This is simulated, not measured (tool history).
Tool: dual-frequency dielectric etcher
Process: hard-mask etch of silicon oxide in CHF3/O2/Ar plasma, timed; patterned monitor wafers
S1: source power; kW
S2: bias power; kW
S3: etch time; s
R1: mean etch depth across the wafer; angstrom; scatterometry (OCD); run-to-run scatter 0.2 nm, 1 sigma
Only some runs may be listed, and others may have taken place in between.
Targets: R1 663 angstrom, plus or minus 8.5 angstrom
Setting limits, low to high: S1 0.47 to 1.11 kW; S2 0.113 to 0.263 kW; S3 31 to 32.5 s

| run | day | S1 | S2 | S3 | R1 |
|---|---|---|---|---|---|
| 1 | 0 | 0.79 | 0.188 | 31 | 740.9 |
| 2 | 0.054 | 0.84 | 0.188 | 31 | 762.92 |
| 3 | 0.421 | 0.84 | 0.188 | 31 | 761.74 |
| 4 | 0.55 | 0.84 | 0.222 | 31 | 827.2 |
| 5 | 0.583 | 0.72 | 0.222 | 31 | 768.2 |
| 6 | 0.896 | 0.64 | 0.221 | 31 | 730.21 |
| 7 | 1.204 | 0.64 | 0.221 | 31 | 728.88 |
| 8 | 1.5 | 0.48 | 0.21 | 31 | 622.45 |
| 9 | 1.862 | 0.48 | 0.21 | 31 | 621.05 |
| 10 | 2.142 | 0.51 | 0.21 | 31 | 639.75 |
| 11 | 2.192 | 0.53 | 0.21 | 31 | 655.99 |

Next run, 4 choices. One meets every target within its allowed miss, the rest don't. Which?
| A | 2.242 | 0.58 | 0.186 | 32 | ? |
| B | 2.242 | 0.48 | 0.217 | 31.5 | ? |
| C | 2.242 | 0.6 | 0.176 | 31.5 | ? |
| D | 2.242 | 0.56 | 0.195 | 31 | ? |

| move | R1 |
|---|---|
| A | 664.66 |
| B | 645.31 |
| C | 646.72 |
| D | 648.34 |
A: hits every target within its allowed miss
B: the biggest miss grows against the last run
C: the biggest miss grows against the last run
D: the biggest miss grows against the last run
Go with A: it meets all targets.
